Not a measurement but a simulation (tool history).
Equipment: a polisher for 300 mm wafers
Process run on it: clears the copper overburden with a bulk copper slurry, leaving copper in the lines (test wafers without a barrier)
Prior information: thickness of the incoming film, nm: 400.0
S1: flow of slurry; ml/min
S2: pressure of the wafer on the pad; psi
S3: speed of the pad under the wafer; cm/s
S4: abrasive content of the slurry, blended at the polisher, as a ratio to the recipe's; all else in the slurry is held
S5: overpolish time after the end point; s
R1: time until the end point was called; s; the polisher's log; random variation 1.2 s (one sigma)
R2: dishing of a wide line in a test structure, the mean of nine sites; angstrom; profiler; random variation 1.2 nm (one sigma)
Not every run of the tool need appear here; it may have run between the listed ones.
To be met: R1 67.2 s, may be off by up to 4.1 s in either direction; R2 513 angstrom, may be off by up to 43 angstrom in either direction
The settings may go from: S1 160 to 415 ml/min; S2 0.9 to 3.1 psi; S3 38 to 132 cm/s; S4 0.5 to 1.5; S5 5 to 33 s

| run | day | S1 | S2 | S3 | S4 | S5 | R1 | R2 |
|---|---|---|---|---|---|---|---|---|
| 1 | 0 | 265 | 2 | 84 | 1 | 17 | 83.968 | 508.09 |
| 2 | 0.292 | 265 | 2 | 84 | 1.2 | 17 | 81.396 | 504.14 |
| 3 | 0.521 | 265 | 2.1 | 84 | 1.2 | 16 | 80.209 | 506.42 |
| 4 | 0.858 | 325 | 2.1 | 84 | 1.2 | 16 | 76.053 | 498.53 |
| 5 | 1.042 | 325 | 1.7 | 84 | 1.2 | 16 | 94.67 | 446.01 |
| 6 | 1.092 | 325 | 1.9 | 84 | 1.2 | 16 | 83.282 | 473.85 |
| 7 | 1.233 | 330 | 2 | 84 | 1.2 | 16 | 78.561 | 482.64 |
| 8 | 1.346 | 335 | 2.1 | 84 | 1.2 | 16 | 74.934 | 513.5 |
| 9 | 1.562 | 335 | 2.2 | 84 | 1.2 | 15 | 73.076 | 506.06 |

Of the 4 settings listed for the next run, only one would bring every result within its allowed miss of target. Which one?
| A | 1.779 | 335 | 2.3 | 70 | 1.25 | 18 | ? | ? |
| B | 1.779 | 390 | 2.1 | 104 | 1.2 | 11 | ? | ? |
| C | 1.779 | 325 | 2.6 | 88 | 1.35 | 12 | ? | ? |
| D | 1.779 | 295 | 2.3 | 88 | 1.2 | 14 | ? | ? |

| move | R1 | R2 |
|---|---|---|
| A | 83.251 | 537.5 |
| B | 61.599 | 465.25 |
| C | 58.682 | 521.32 |
| D | 67.823 | 520.24 |
A: lands further from the targets than the last run did
B: pushes the last run's worst result past its target
C: pushes the last run's worst result past its target
D: all results land within tolerance of their targets
The right move is D.

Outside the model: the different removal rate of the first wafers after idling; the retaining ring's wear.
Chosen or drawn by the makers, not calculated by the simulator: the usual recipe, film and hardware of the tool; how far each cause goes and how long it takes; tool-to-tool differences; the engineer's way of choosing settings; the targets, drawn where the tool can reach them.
